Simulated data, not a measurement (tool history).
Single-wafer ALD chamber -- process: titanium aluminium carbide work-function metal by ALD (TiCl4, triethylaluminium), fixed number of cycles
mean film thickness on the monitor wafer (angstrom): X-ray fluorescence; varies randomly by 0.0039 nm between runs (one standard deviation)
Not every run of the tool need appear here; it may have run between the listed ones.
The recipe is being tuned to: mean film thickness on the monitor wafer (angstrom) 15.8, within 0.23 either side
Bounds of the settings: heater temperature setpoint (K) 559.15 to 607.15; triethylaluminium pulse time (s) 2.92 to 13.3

| run | hour | heater temperature setpoint (K) | triethylaluminium pulse time (s) | mean film thickness on the monitor wafer (angstrom) |
|---|---|---|---|---|
| 1 | 0 | 583.15 | 8.11 | 17.719 |
| 2 | 2.8 | 583.15 | 10.07 | 18.993 |
| 3 | 3.9 | 583.15 | 10.99 | 19.462 |
| 4 | 7.5 | 576.15 | 9.75 | 18.278 |
| 5 | 13.4 | 567.15 | 9.75 | 17.384 |
| 6 | 19.2 | 567.15 | 10.79 | 17.815 |
| 7 | 21.5 | 564.15 | 9.82 | 17.174 |
| 8 | 22.6 | 562.15 | 9.12 | 16.629 |
| 9 | 24.6 | 561.15 | 8.71 | 16.308 |
| 10 | 33 | 560.15 | 8.48 | 16.097 |

Which one of the following 5 next-run settings gets every result inside its allowed miss? There is exactly one.
| A | 41.4 | 559.15 | 9.52 | ? |
| B | 41.4 | 561.15 | 8.67 | ? |
| C | 41.4 | 563.15 | 8.52 | ? |
| D | 41.4 | 561.15 | 8.66 | ? |
| E | 41.4 | 565.15 | 7.57 | ? |

| move | mean film thickness on the monitor wafer (angstrom) |
|---|---|
| A | 16.619 |
| B | 16.329 |
| C | 16.407 |
| D | 16.323 |
| E | 15.905 |
A: moves away from the targets compared with the last run
B: moves away from the targets compared with the last run
C: moves away from the targets compared with the last run
D: moves away from the targets compared with the last run
E: in spec on every target
E is the move that brings every result within its allowed miss.
